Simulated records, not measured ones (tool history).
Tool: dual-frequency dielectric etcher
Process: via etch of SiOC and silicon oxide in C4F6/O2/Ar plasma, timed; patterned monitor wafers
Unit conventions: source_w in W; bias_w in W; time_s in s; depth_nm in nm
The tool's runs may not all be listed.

run 1 hour=0.0 | source_w=430 bias_w=158 time_s=59.0 | depth_nm=67.554
run 2 hour=0.9 | source_w=410 bias_w=157 time_s=59.0 | depth_nm=66.484
run 3 hour=5.2 | source_w=410 bias_w=157 time_s=61.5 | depth_nm=68.994
run 4 hour=11.8 | source_w=470 bias_w=157 time_s=61.5 | depth_nm=72.616
run 5 hour=13.3 | source_w=440 bias_w=154 time_s=61.5 | depth_nm=71.216
run 6 hour=14.0 | source_w=440 bias_w=154 time_s=61.5 | depth_nm=70.005

Run 7, settings as shown, results not yet in. Your forecast:
run 7 hour=18.4 | source_w=420 bias_w=152 time_s=61.5 | depth_nm=?

depth_nm: 69.896 nm

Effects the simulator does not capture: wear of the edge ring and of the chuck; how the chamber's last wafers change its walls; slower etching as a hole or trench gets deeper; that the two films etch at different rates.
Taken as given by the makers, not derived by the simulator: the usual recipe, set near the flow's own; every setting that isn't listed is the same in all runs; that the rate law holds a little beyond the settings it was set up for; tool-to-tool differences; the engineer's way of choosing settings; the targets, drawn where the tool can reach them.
